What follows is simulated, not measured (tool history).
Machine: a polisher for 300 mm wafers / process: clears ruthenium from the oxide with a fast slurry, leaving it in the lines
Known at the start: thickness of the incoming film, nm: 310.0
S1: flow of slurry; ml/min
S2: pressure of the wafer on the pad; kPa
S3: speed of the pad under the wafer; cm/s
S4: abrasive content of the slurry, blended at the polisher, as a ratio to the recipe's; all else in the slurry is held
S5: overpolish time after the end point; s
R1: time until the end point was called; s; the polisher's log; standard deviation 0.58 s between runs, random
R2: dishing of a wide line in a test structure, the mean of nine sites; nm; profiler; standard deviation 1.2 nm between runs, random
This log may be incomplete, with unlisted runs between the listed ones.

run	hour	S1	S2	S3	S4	S5	R1	R2
1	0.0	215	18.6	104	1.0	12	93.778	30.710
2	3.4	215	15.2	104	1.0	12	117.690	26.252
3	7.8	215	15.2	104	1.0	15	114.090	31.438
4	13.9	245	15.2	104	1.0	15	112.390	31.390
5	17.2	250	17.9	104	1.0	15	96.006	36.324
6	25.9	250	20.0	104	1.0	15	84.855	40.081
# hour 32.8: worn pad replaced by a new one
7	32.8	250	20.0	104	1.0	15	79.754	43.872
8	39.8	255	21.4	104	1.0	15	74.764	45.126
9	42.7	260	22.1	104	1.0	15	70.394	46.793

For run 10, what comes out?
10	49.9	265	22.8	104	1.0	15	?	?

Run 10 came out at R1 68.445 s, R2 48.114 nm.

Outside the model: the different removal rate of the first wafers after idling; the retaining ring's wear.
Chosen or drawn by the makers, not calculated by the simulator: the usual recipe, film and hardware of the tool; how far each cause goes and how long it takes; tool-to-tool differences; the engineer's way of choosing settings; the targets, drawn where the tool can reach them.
